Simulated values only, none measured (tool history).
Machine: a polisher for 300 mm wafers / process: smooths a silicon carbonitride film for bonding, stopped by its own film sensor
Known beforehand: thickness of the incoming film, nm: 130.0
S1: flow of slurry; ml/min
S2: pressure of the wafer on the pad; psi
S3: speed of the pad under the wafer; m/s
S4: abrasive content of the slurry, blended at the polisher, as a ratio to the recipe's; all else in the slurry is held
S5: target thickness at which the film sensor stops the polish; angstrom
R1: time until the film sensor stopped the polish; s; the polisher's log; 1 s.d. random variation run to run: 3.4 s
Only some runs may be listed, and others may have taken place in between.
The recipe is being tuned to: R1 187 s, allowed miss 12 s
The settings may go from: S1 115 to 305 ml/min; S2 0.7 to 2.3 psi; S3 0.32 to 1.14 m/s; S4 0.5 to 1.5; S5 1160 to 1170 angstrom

run    day   S1   S2    S3   S4    S5      R1
  1      0  195  1.5  0.72    1  1170  84.505
  2  0.346  195  1.3  0.66    1  1170   100.1
  3  0.642  195  1.3  0.66    1  1160  108.95
  4  0.892  215  1.3  0.66    1  1160  106.64
  5  1.054  215  1.5  0.66    1  1160  94.201
  6  1.242  215  1.5  0.66  0.9  1160   99.74
  7  1.421  215  1.3  0.62  0.9  1160  116.81
  8   1.65  215  1.2   0.6  0.9  1160  128.87
  9  1.988  215  1.1  0.58  0.9  1160  142.61
 10  2.154  215    1  0.58  0.9  1160  157.39
 11  2.379  215  0.9  0.58  0.9  1160  172.32

Exercise: of the 4 proposed moves below, exactly one satisfies all targets within the stated allowed misses. Which move is it?
  A  2.604  220  0.8  0.54  0.85  1160   ?
  B  2.604  195  1.1  0.48  0.65  1170   ?
  C  2.604  170  0.7   0.7   0.8  1160   ?
  D  2.604  210  0.8  0.54  0.85  1160   ?

move      R1
   A  207.95
   B  185.12
   C  225.33
   D  209.21
A: takes the result that was furthest off past its target
B: all results in spec
C: takes the result that was furthest off past its target
D: takes the result that was furthest off past its target
The right move is B.

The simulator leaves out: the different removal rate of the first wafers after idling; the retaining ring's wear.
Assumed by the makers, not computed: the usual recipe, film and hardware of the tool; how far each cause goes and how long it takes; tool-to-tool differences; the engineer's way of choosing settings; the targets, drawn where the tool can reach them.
